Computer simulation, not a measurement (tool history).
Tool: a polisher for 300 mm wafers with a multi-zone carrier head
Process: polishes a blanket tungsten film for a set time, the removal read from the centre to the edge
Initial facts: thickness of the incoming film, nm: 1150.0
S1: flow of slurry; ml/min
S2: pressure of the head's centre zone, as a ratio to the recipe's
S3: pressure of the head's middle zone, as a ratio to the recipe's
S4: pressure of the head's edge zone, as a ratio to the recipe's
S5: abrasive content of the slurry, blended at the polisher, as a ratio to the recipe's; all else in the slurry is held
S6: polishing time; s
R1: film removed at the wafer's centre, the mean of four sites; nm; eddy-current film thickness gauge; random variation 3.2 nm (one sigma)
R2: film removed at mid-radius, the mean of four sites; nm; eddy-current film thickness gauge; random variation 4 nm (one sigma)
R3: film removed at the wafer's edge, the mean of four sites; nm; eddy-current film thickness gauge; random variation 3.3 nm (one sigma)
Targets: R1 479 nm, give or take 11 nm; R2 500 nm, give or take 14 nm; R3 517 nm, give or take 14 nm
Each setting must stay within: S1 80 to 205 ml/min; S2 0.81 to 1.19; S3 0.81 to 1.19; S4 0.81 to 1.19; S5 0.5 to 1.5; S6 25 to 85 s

run  hour   S1    S2    S3    S4    S5  S6      R1      R2      R3
  1     0  135     1     1     1     1  55   379.7  390.54  401.46
  2   4.5  135     1  0.97     1     1  55  383.94  375.35  404.28
  3  11.7  145  1.01  0.99  1.03   1.1  55  400.95  392.85  420.36
  4  13.5  150  1.01  1.01  1.06   1.2  55   408.6  411.69   435.5
  5  16.2  150  1.01  1.01  1.06   1.1  55  404.88   409.2  428.68
  6  17.4  150  1.01  0.94  1.06   1.1  55   399.1  382.14  422.94
  7  20.8  185  1.03  1.04  1.16  1.35  56  443.62  449.17  486.19
  8  29.7  185  1.03  1.05  1.16   1.4  56  455.94  464.07  487.76
  9    33  185  1.03  1.05  1.17   1.4  56  453.19  464.86  488.14

Which one of the following 5 next-run settings gets every result inside its allowed miss? There is exactly one.
  A  36.3  175  1.18  1.16  1.09   1.5  51   ?   ?   ?
  B  36.3  185  1.07  1.06  1.13   1.4  60   ?   ?   ?
  C  36.3  160     1  0.98  1.19   1.5  59   ?   ?   ?
  D  36.3  180  1.03  1.08  1.17   1.4  59   ?   ?   ?
  E  36.3  160  1.02  0.92  1.17  1.05  65   ?   ?   ?

move      R1      R2      R3
   A  476.14  456.25  433.53
   B  503.75  497.73  514.89
   C  458.97  459.62  520.83
   D  474.74  494.53  513.94
   E  476.32  446.75  525.72
A: moves away from the targets compared with the last run
B: corrects the largest miss of the last run, while another result sits out of spec
C: moves away from the targets compared with the last run
D: all results in spec
E: moves away from the targets compared with the last run
Move D is the one to make.

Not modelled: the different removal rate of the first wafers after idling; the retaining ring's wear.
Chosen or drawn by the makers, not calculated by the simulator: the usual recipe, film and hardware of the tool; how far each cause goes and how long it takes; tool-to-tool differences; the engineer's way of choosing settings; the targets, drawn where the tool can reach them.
